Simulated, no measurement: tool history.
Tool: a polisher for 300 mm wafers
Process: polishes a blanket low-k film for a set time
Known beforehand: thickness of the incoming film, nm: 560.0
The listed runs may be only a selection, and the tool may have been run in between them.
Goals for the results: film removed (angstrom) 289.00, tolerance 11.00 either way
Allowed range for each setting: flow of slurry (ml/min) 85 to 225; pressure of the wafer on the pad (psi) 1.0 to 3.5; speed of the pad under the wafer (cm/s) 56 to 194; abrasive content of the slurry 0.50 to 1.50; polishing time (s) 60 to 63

run	day	flow of slurry (ml/min)	pressure of the wafer on the pad (psi)	speed of the pad under the wafer (cm/s)	abrasive content of the slurry	polishing time (s)	film removed (angstrom)
1	0.000	145	2.2	124	1.00	60	396.54
2	0.150	140	2.0	124	1.00	60	367.11
3	0.458	140	2.5	124	1.00	60	436.49
4	0.550	135	2.2	122	1.00	60	380.88
5	0.904	135	2.2	122	0.90	60	372.98
6	1.033	130	2.0	122	0.90	60	342.61
7	1.304	125	1.9	122	0.90	60	338.39
8	1.350	125	1.8	122	0.90	60	321.16
9	1.675	125	1.7	122	0.90	60	309.67

Pick the move, out of 5, that brings all results within their allowed miss; only one does.
A	2.000	105	2.0	94	1.00	60	?
B	2.000	120	1.7	100	0.90	60	?
C	2.000	105	1.4	174	0.75	63	?
D	2.000	135	1.7	96	0.90	60	?
E	2.000	165	1.7	162	0.55	60	?

move	film removed (angstrom)
A	296.44
B	272.94
C	336.94
D	270.82
E	322.86
A: in spec on every target
B: pushes the last run's worst result past its target
C: its largest miss is bigger than the last run's
D: pushes the last run's worst result past its target
E: its largest miss is bigger than the last run's
Go with A: it meets all targets.

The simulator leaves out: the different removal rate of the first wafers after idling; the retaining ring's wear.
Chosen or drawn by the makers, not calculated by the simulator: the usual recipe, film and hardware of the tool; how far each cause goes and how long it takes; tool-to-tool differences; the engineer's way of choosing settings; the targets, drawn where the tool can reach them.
